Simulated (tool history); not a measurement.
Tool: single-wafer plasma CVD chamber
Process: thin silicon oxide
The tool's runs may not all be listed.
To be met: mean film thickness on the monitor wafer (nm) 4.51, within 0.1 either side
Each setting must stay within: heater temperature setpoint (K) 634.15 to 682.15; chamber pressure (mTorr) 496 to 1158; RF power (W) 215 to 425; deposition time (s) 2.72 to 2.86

run	hour	heater temperature setpoint (K)	chamber pressure (mTorr)	RF power (W)	deposition time (s)	mean film thickness on the monitor wafer (nm)
1	0	658.15	827	320	2.86	6.1186
2	6.8	658.15	751	315	2.86	5.6474
3	15.1	658.15	751	270	2.86	5.2836
4	21.7	658.15	751	315	2.86	5.6596
5	28.1	658.15	751	315	2.86	5.6866
6	33.5	648.15	751	315	2.86	5.7416
7	40.8	648.15	685	315	2.86	5.3799
8	48	648.15	637	315	2.86	5.1167

Below are 5 possible settings for the next run. Only one of them brings all results inside the allowed miss of their targets. Which is it?
A	55.2	648.15	567	325	2.72	?
B	55.2	649.15	554	310	2.72	?
C	55.2	666.15	616	290	2.83	?
D	55.2	648.15	627	315	2.72	?
E	55.2	634.15	510	365	2.83	?

move	mean film thickness on the monitor wafer (nm)
A	4.539
B	4.3716
C	4.6866
D	4.8038
E	4.6689
A: hits every target within its allowed miss
B: pushes the last run's worst result past its target
C: an improvement on the last run, though not all results are within tolerance
D: an improvement on the last run, though not all results are within tolerance
E: an improvement on the last run, though not all results are within tolerance
The right move is A.
